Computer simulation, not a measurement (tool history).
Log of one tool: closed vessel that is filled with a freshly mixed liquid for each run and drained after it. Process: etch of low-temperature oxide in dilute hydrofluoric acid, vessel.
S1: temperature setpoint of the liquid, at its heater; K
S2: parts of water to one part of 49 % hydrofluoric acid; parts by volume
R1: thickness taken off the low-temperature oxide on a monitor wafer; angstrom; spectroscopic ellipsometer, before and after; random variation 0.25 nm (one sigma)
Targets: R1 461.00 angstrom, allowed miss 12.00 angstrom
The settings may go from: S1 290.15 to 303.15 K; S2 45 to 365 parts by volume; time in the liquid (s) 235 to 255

{"run": 1, "hour": 0.0, "S1": 295.15, "S2": 205, "time in the liquid (s)": 235, "R1": 309.92}
{"run": 2, "hour": 0.5, "S1": 296.65, "S2": 200, "time in the liquid (s)": 235, "R1": 341.8}
{"run": 3, "hour": 6.7, "S1": 296.65, "S2": 200, "time in the liquid (s)": 255, "R1": 367.28}
{"run": 4, "hour": 11.0, "S1": 297.65, "S2": 200, "time in the liquid (s)": 255, "R1": 379.49}
{"run": 5, "hour": 14.4, "S1": 300.65, "S2": 200, "time in the liquid (s)": 255, "R1": 425.22}
{"run": 6, "hour": 18.2, "S1": 300.65, "S2": 260, "time in the liquid (s)": 255, "R1": 305.45}
{"run": 7, "hour": 26.3, "S1": 301.15, "S2": 250, "time in the liquid (s)": 255, "R1": 325.88}
{"run": 8, "hour": 32.1, "S1": 301.65, "S2": 240, "time in the liquid (s)": 255, "R1": 350.59}
{"run": 9, "hour": 41.0, "S1": 302.15, "S2": 230, "time in the liquid (s)": 255, "R1": 373.61}
{"run": 10, "hour": 42.7, "S1": 303.15, "S2": 195, "time in the liquid (s)": 255, "R1": 476.02}

4 next moves are on the table. One of them brings every result within its allowed miss. Which?
{"run": "A", "hour": 44.4, "S1": 303.15, "S2": 190, "time in the liquid (s)": 255, "R1": "?"}
{"run": "B", "hour": 44.4, "S1": 302.65, "S2": 200, "time in the liquid (s)": 255, "R1": "?"}
{"run": "C", "hour": 44.4, "S1": 302.65, "S2": 180, "time in the liquid (s)": 250, "R1": "?"}
{"run": "D", "hour": 44.4, "S1": 303.15, "S2": 185, "time in the liquid (s)": 255, "R1": "?"}

move=A R1=497.41
move=B R1=458.72
move=C R1=512.13
move=D R1=514.04
A: further off than the last run
B: meets every target
C: further off than the last run
D: further off than the last run
Answer: B
